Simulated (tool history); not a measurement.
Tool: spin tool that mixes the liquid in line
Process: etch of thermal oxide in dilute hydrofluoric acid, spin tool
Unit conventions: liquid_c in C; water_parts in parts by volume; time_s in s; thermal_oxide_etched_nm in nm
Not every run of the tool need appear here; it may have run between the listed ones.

run    day  liquid_c  water_parts  time_s  thermal_oxide_etched_nm
  1  0.000      25.0          135     200                   6.6992
  2  0.358      26.0          125     200                   7.7323
  3  0.671      27.0          120     200                   8.3034
  4  0.717      27.0          120     200                   8.5074
  5  0.975      27.0          140     200                   7.0071
  6  1.067      25.5          140     200                   6.4770
  7  1.338      26.5          135     200                   7.1692
  8  1.583      26.5          135     200                   7.1869
  9  1.717      27.5          130     200                   7.8134
 10  2.079      28.0          125     200                   8.2759
 11  2.200      28.0          125     200                   8.1968

Run 12 is up next; what results do you expect?
     2.425  -- thermometer replaced
 12  2.425      28.5          120     200                        ?

Logged for run 12: thermal_oxide_etched_nm 9.2715 nm.

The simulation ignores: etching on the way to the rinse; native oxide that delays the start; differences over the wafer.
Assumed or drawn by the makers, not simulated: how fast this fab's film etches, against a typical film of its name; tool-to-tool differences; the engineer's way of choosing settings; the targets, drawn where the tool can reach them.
